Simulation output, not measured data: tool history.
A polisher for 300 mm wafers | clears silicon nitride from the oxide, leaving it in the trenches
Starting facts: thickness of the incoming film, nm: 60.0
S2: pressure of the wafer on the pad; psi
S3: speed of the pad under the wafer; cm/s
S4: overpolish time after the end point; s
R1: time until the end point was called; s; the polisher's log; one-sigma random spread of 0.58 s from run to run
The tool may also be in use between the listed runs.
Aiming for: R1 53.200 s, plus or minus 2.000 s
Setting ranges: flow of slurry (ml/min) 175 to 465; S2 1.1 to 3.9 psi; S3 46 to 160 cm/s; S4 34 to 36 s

Run 1, hour 0.0: flow of slurry (ml/min) 295, S2 2.5 psi, S3 102 cm/s, S4 34 s. Result: R1 85.451 s.
Run 2, hour 2.6: flow of slurry (ml/min) 295, S2 2.7 psi, S3 102 cm/s, S4 34 s. Result: R1 80.668 s.
Run 3, hour 5.0: flow of slurry (ml/min) 295, S2 2.9 psi, S3 102 cm/s, S4 34 s. Result: R1 75.699 s.
Run 4, hour 9.9: flow of slurry (ml/min) 295, S2 3.0 psi, S3 102 cm/s, S4 34 s. Result: R1 72.786 s.
Run 5, hour 13.1: flow of slurry (ml/min) 350, S2 3.0 psi, S3 102 cm/s, S4 34 s. Result: R1 73.445 s.
Run 6, hour 21.6: flow of slurry (ml/min) 350, S2 3.0 psi, S3 122 cm/s, S4 34 s. Result: R1 64.246 s.
Run 7, hour 28.5: flow of slurry (ml/min) 350, S2 3.1 psi, S3 122 cm/s, S4 34 s. Result: R1 61.791 s.
Run 8, hour 30.6: flow of slurry (ml/min) 350, S2 3.2 psi, S3 122 cm/s, S4 34 s. Result: R1 60.450 s.

Next run, 5 choices. One meets every target within its allowed miss, the rest don't. Which?
Run A, hour 32.7: flow of slurry (ml/min) 335, S2 2.9 psi, S3 112 cm/s, S4 36 s. Result: R1 ?.
Run B, hour 32.7: flow of slurry (ml/min) 400, S2 3.2 psi, S3 98 cm/s, S4 36 s. Result: R1 ?.
Run C, hour 32.7: flow of slurry (ml/min) 350, S2 3.5 psi, S3 126 cm/s, S4 34 s. Result: R1 ?.
Run D, hour 32.7: flow of slurry (ml/min) 225, S2 3.5 psi, S3 152 cm/s, S4 34 s. Result: R1 ?.
Run E, hour 32.7: flow of slurry (ml/min) 330, S2 3.5 psi, S3 154 cm/s, S4 34 s. Result: R1 ?.

move      R1
   A  70.742
   B  70.132
   C  54.482
   D  49.347
   E  46.994
A: further off than the last run
B: further off than the last run
C: all results in spec
D: moves the result that the last run missed by most past its target, out the other side
E: moves the result that the last run missed by most past its target, out the other side
C meets every target.

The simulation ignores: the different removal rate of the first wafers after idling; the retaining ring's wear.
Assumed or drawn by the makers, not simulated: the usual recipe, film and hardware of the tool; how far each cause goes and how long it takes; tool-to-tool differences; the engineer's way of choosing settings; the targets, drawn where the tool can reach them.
